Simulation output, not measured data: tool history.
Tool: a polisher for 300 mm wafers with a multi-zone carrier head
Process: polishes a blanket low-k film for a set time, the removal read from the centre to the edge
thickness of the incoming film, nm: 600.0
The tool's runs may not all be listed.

| run | hour | flow of slurry (ml/min) | pressure of the head's centre zone | pressure of the head's middle zone | pressure of the head's edge zone | abrasive content of the slurry | polishing time (s) | film removed at the wafer's centre (nm) | film removed at mid-radius (nm) | film removed at the wafer's edge (nm) |
|---|---|---|---|---|---|---|---|---|---|---|
| 1 | 0 | 205 | 1 | 1 | 1 | 1 | 76 | 27.669 | 27.404 | 27.297 |
| 2 | 1.8 | 210 | 1 | 1.02 | 0.97 | 0.9 | 74 | 25.462 | 25.865 | 25.475 |
| 3 | 3.4 | 210 | 1.03 | 1.05 | 0.94 | 0.85 | 71 | 24.739 | 25.212 | 23.081 |
| 4 | 8.6 | 210 | 1.03 | 1.14 | 0.94 | 0.85 | 71 | 24.703 | 26.517 | 23.399 |
| 5 | 10.9 | 205 | 1.03 | 1.13 | 0.92 | 0.8 | 70 | 23.585 | 25.434 | 22.186 |
| 6 | 11.9 | 200 | 1.03 | 1.12 | 0.9 | 0.75 | 69 | 22.605 | 23.986 | 20.706 |
| 7 | 16 | 190 | 1.02 | 1.11 | 0.88 | 0.7 | 69 | 21.435 | 23.361 | 19.483 |
| 8 | 19.8 | 180 | 1.01 | 1.08 | 0.87 | 0.7 | 69 | 21.277 | 22.65 | 19.616 |
| 9 | 20.8 | 175 | 1.01 | 1.08 | 0.86 | 0.65 | 69 | 20.081 | 21.66 | 18.91 |

Forecast run 10:
| 10 | 28.1 | 175 | 1.02 | 1.08 | 0.85 | 0.65 | 69 | ? | ? | ? |

{"run 10": {"film removed at the wafer's centre (nm)": 20.477, "film removed at mid-radius (nm)": 21.638, "film removed at the wafer's edge (nm)": 18.885}}

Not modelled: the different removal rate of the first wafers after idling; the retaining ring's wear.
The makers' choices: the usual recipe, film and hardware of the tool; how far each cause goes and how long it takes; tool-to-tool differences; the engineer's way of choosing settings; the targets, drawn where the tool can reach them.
